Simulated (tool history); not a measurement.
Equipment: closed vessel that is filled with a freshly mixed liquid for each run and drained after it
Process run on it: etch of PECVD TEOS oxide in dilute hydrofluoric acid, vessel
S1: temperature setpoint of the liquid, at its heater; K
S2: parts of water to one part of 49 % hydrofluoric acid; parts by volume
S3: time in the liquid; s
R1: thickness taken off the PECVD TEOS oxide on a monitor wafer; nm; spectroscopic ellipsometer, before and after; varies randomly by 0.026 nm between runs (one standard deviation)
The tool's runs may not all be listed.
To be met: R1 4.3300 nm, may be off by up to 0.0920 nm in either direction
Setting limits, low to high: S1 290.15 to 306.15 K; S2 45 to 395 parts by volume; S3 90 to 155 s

run 1 day=0.000 | S1=298.15 S2=220 S3=155 | R1=5.5349
run 2 day=0.108 | S1=297.15 S2=220 S3=155 | R1=5.3358
run 3 day=0.450 | S1=296.15 S2=220 S3=155 | R1=5.1025
run 4 day=0.542 | S1=296.15 S2=170 S3=155 | R1=6.9719
run 5 day=0.796 | S1=295.15 S2=180 S3=155 | R1=6.3006
run 6 day=1.162 | S1=294.15 S2=185 S3=155 | R1=5.9006
run 7 day=1.396 | S1=293.65 S2=190 S3=155 | R1=5.5668
run 8 day=1.783 | S1=293.15 S2=195 S3=155 | R1=5.2599
run 9 day=2.004 | S1=292.65 S2=195 S3=155 | R1=5.1635
run 10 day=2.058 | S1=290.15 S2=215 S3=155 | R1=4.1847

Which one of the following 4 next-run settings gets every result inside its allowed miss? There is exactly one.
run A day=2.112 | S1=290.15 S2=205 S3=150 | R1=?
run B day=2.112 | S1=290.15 S2=200 S3=155 | R1=?
run C day=2.112 | S1=290.65 S2=205 S3=155 | R1=?
run D day=2.112 | S1=290.65 S2=220 S3=150 | R1=?

move=A R1=4.2631
move=B R1=4.5359
move=C R1=4.4934
move=D R1=3.9968
A: each result inside its tolerance
B: the result that was furthest off in the last run now lies on the other side of its target
C: the result that was furthest off in the last run now lies on the other side of its target
D: its largest miss is bigger than the last run's
Answer: A
